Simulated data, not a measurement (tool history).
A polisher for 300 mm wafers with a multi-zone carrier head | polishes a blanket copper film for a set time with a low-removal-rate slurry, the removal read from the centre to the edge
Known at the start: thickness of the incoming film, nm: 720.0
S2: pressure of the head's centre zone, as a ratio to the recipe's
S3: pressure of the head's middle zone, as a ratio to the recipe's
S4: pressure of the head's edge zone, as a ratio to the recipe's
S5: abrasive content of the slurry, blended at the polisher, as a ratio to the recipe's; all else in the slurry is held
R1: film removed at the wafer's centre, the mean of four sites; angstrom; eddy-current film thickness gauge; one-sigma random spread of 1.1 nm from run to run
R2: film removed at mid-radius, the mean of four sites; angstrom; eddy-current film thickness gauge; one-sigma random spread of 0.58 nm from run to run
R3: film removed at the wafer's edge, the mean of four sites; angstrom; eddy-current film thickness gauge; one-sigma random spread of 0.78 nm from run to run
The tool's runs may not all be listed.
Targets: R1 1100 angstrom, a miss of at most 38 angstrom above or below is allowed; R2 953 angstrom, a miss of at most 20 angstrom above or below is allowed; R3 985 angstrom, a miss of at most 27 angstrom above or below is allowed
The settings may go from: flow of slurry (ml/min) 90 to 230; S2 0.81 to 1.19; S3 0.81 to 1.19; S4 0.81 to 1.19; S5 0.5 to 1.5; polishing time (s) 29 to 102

run 1 day=0 | flow_of_slurry_(ml/min)=150 S2=1 S3=1 S4=1 S5=1 polishing_time_(s)=65 | R1=1244.2 R2=1207.2 R3=1217.8
run 2 day=0.171 | flow_of_slurry_(ml/min)=150 S2=1 S3=1 S4=1.03 S5=1 polishing_time_(s)=65 | R1=1237.9 R2=1191 R3=1244.2
run 3 day=0.429 | flow_of_slurry_(ml/min)=145 S2=1 S3=0.98 S4=1 S5=0.95 polishing_time_(s)=65 | R1=1244 R2=1151.9 R3=1218.7
run 4 day=0.571 | flow_of_slurry_(ml/min)=145 S2=1 S3=0.98 S4=0.98 S5=0.9 polishing_time_(s)=64 | R1=1191.5 R2=1117.5 R3=1162.3
run 5 day=0.896 | flow_of_slurry_(ml/min)=140 S2=1 S3=0.97 S4=0.96 S5=0.9 polishing_time_(s)=64 | R1=1184.8 R2=1091.1 R3=1134.9
run 6 day=1.196 | flow_of_slurry_(ml/min)=140 S2=0.93 S3=0.97 S4=0.96 S5=0.9 polishing_time_(s)=64 | R1=1098.3 R2=1100.1 R3=1141.5
run 7 day=1.238 | flow_of_slurry_(ml/min)=135 S2=0.94 S3=0.96 S4=0.94 S5=0.9 polishing_time_(s)=64 | R1=1106.9 R2=1100 R3=1111.5
run 8 day=1.5 | flow_of_slurry_(ml/min)=100 S2=1 S3=0.86 S4=0.85 S5=0.8 polishing_time_(s)=64 | R1=1029.6 R2=883.53 R3=982
run 9 day=1.833 | flow_of_slurry_(ml/min)=105 S2=1 S3=0.87 S4=0.85 S5=0.8 polishing_time_(s)=64 | R1=1057 R2=913.43 R3=992.92

Of the 4 settings listed for the next run, only one would bring every result within its allowed miss of target. Which one?
run A day=2.167 | flow_of_slurry_(ml/min)=150 S2=1.01 S3=0.89 S4=0.81 S5=0.55 polishing_time_(s)=66 | R1=? R2=? R3=?
run B day=2.167 | flow_of_slurry_(ml/min)=100 S2=1.03 S3=0.84 S4=0.82 S5=0.75 polishing_time_(s)=66 | R1=? R2=? R3=?
run C day=2.167 | flow_of_slurry_(ml/min)=90 S2=1.02 S3=0.97 S4=0.94 S5=0.7 polishing_time_(s)=65 | R1=? R2=? R3=?
run D day=2.167 | flow_of_slurry_(ml/min)=95 S2=1.03 S3=0.95 S4=0.92 S5=0.7 polishing_time_(s)=63 | R1=? R2=? R3=?

move=A R1=1102.8 R2=964.62 R3=990.3
move=B R1=1067.2 R2=886.79 R3=993.17
move=C R1=980.79 R2=932.38 R3=997.05
move=D R1=982.68 R2=906.06 R3=969.71
A: all results in spec
B: moves away from the targets compared with the last run
C: moves away from the targets compared with the last run
D: moves away from the targets compared with the last run
So the answer is move A, the one that meets all the targets.

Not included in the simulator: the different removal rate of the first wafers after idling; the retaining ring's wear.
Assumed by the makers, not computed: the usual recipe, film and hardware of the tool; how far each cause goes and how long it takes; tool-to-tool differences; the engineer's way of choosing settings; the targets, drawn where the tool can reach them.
